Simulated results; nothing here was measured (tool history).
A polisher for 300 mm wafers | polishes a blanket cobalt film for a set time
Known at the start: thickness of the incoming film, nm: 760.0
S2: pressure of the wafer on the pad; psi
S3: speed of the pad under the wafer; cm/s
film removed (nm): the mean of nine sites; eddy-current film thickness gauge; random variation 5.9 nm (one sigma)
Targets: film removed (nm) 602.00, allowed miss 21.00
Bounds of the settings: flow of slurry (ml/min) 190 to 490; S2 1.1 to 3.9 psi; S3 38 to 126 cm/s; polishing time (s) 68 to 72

run 1 hour=0.0 | flow_of_slurry_(ml/min)=315 S2=2.5 S3=82 polishing_time_(s)=68 | film_removed_(nm)=260.04
run 2 hour=3.1 | flow_of_slurry_(ml/min)=315 S2=2.5 S3=94 polishing_time_(s)=68 | film_removed_(nm)=302.53
run 3 hour=11.1 | flow_of_slurry_(ml/min)=315 S2=2.8 S3=96 polishing_time_(s)=68 | film_removed_(nm)=336.26
run 4 hour=17.4 | flow_of_slurry_(ml/min)=315 S2=3.0 S3=100 polishing_time_(s)=68 | film_removed_(nm)=378.21
run 5 hour=26.1 | flow_of_slurry_(ml/min)=315 S2=3.2 S3=102 polishing_time_(s)=68 | film_removed_(nm)=414.21
run 6 hour=34.9 | flow_of_slurry_(ml/min)=315 S2=3.3 S3=104 polishing_time_(s)=68 | film_removed_(nm)=429.02
run 7 hour=41.8 | flow_of_slurry_(ml/min)=315 S2=3.4 S3=106 polishing_time_(s)=68 | film_removed_(nm)=453.79
run 8 hour=47.3 | flow_of_slurry_(ml/min)=315 S2=3.5 S3=108 polishing_time_(s)=68 | film_removed_(nm)=474.10
-- hour=55.5 worn pad replaced by a new one
run 9 hour=55.5 | flow_of_slurry_(ml/min)=315 S2=3.6 S3=110 polishing_time_(s)=68 | film_removed_(nm)=549.48
run 10 hour=57.5 | flow_of_slurry_(ml/min)=315 S2=3.7 S3=110 polishing_time_(s)=68 | film_removed_(nm)=578.91

Which of these 5 next moves meets every target?
run A hour=59.5 | flow_of_slurry_(ml/min)=280 S2=3.4 S3=112 polishing_time_(s)=70 | film_removed_(nm)=?
run B hour=59.5 | flow_of_slurry_(ml/min)=325 S2=3.6 S3=104 polishing_time_(s)=69 | film_removed_(nm)=?
run C hour=59.5 | flow_of_slurry_(ml/min)=275 S2=3.2 S3=118 polishing_time_(s)=68 | film_removed_(nm)=?
run D hour=59.5 | flow_of_slurry_(ml/min)=325 S2=3.6 S3=106 polishing_time_(s)=71 | film_removed_(nm)=?
run E hour=59.5 | flow_of_slurry_(ml/min)=290 S2=3.9 S3=106 polishing_time_(s)=72 | film_removed_(nm)=?

move=A film_removed_(nm)=545.16
move=B film_removed_(nm)=535.38
move=C film_removed_(nm)=524.40
move=D film_removed_(nm)=561.24
move=E film_removed_(nm)=609.69
A: further off than the last run
B: further off than the last run
C: further off than the last run
D: further off than the last run
E: meets every target
Answer: E

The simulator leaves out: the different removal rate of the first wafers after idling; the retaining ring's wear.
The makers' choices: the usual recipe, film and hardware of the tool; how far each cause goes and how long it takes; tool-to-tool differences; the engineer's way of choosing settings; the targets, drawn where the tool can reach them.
